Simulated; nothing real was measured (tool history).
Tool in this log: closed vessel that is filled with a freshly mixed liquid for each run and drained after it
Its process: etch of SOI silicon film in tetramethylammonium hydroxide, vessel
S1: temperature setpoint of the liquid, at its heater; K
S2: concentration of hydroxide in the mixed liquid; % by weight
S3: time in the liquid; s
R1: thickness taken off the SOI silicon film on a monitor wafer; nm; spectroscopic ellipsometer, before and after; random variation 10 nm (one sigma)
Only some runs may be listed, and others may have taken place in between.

| run | hour | S1 | S2 | S3 | R1 |
|---|---|---|---|---|---|
| 1 | 0 | 341.15 | 9.5 | 100 | 639.34 |
| 2 | 6 | 344.15 | 9.5 | 100 | 773.36 |
| 3 | 9.4 | 340.65 | 9.5 | 100 | 622.71 |
| 4 | 16.8 | 343.15 | 9.5 | 100 | 724.74 |
| 5 | 18.7 | 338.15 | 9.5 | 100 | 537.65 |
| 6 | 23.1 | 338.15 | 8.5 | 100 | 557.34 |
| 7 | 30.5 | 341.15 | 8.5 | 100 | 664.68 |
| 8 | 31.7 | 343.15 | 8.5 | 100 | 744.98 |

Estimate the outcome of run 9 from the log above:
| 9 | 32.5 | 345.15 | 8.5 | 100 | ? |

Run 9 came out at R1 853.27 nm.
